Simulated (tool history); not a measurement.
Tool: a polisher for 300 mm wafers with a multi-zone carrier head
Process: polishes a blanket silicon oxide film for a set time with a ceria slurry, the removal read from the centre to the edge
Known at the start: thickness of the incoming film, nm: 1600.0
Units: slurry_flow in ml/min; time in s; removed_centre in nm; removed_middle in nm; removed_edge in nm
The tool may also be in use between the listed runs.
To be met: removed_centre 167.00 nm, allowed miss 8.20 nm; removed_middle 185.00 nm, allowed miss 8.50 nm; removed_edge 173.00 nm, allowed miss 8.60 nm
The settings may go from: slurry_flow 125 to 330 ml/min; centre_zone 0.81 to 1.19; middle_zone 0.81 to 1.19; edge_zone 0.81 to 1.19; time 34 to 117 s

run	hour	slurry_flow	centre_zone	middle_zone	edge_zone	time	removed_centre	removed_middle	removed_edge
1	0.0	210	1.00	1.00	1.00	75	229.56	229.13	232.08
2	8.3	210	1.04	1.00	1.00	75	230.51	226.01	233.49
3	11.4	210	1.04	1.03	1.00	75	236.83	224.89	229.61
4	12.4	210	1.04	0.96	1.00	75	232.17	218.03	224.44
5	19.5	210	0.98	0.96	1.00	75	221.22	220.07	231.56
6	22.7	210	0.96	0.98	0.96	70	203.80	207.85	212.14
7	26.8	210	0.94	1.00	0.93	67	190.43	201.30	199.57
8	27.7	205	0.93	1.00	0.90	66	188.87	198.13	194.16
9	32.5	205	0.92	1.01	0.88	64	179.19	195.55	187.09
10	41.3	200	0.92	1.01	0.87	63	175.53	184.25	175.00

Which of these 5 next moves meets every target?
A	50.1	195	0.89	1.01	0.92	68	?	?	?
B	50.1	145	1.06	1.08	0.81	58	?	?	?
C	50.1	230	0.91	1.06	0.92	57	?	?	?
D	50.1	140	0.99	0.86	0.97	68	?	?	?
E	50.1	170	0.98	1.01	0.82	65	?	?	?

move	removed_centre	removed_middle	removed_edge
A	186.43	204.98	197.86
B	165.87	170.43	150.41
C	165.30	185.32	169.94
D	181.59	163.13	190.48
E	184.52	189.27	175.26
A: further off than the last run
B: brings the result that was furthest off to its target, and leaves another outside
C: meets every target
D: further off than the last run
E: further off than the last run
Move C is the one to make.
